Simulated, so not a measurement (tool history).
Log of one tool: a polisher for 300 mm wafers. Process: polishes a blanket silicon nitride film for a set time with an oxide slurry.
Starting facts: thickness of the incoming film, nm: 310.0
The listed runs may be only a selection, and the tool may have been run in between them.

run    day  flow of slurry (ml/min)  pressure of the wafer on the pad (psi)  speed of the pad under the wafer (cm/s)  abrasive content of the slurry  polishing time (s)  film removed (nm)
  1      0                      245                                     3.1                                      140                               1                  99              60.65
  2  0.029                      245                                     2.9                                      140                               1                  99             58.413
  3  0.229                      245                                     2.7                                      140                               1                  99             54.384
  4  0.558                      245                                     2.7                                      140                            0.85                  99             48.982
  5  0.717                      245                                     2.7                                      140                            0.85                 103              50.82
  6  0.904                      245                                     2.7                                      140                            0.85                  99             49.901
  7  1.038                      245                                     2.6                                      140                            0.85                  99             47.352
  8  1.233                      245                                     2.5                                      140                            0.85                  99             46.303
  9  1.542                      245                                     2.4                                      140                            0.85                  99             45.024

Expected results for the next run?
 10  1.854                      245                                     2.3                                      140                            0.85                  99                  ?

{"run 10": {"film removed (nm)": 43.593}}
